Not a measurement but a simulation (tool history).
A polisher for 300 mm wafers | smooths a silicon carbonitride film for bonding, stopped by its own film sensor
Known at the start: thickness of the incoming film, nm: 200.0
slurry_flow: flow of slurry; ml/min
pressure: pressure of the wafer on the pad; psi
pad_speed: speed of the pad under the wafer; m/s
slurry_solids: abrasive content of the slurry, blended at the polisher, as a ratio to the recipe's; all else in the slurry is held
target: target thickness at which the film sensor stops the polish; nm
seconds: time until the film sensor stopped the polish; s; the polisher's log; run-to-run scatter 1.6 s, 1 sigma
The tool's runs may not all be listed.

run	hour	slurry_flow	pressure	pad_speed	slurry_solids	target	seconds
1	0.0	230	1.9	1.10	1.0	155	199.91
2	2.1	230	2.0	1.10	1.0	155	190.37
3	7.2	270	2.0	1.10	1.0	155	188.06
4	11.5	270	2.1	1.12	1.0	155	183.38
5	16.4	270	2.1	1.12	1.0	155	177.28
6	17.4	270	2.2	1.14	1.0	155	165.36
7	19.0	270	2.3	1.14	1.0	155	162.80
8	27.5	270	2.4	1.16	1.0	155	152.64
9	30.9	270	2.5	1.18	1.0	155	146.24
10	35.0	270	2.6	1.20	1.0	155	137.85
11	42.6	270	2.7	1.22	1.0	155	132.48

Expected results for the next run?
12	44.6	270	2.7	1.22	1.0	155	?

Run 12 yielded seconds 133.10 s.
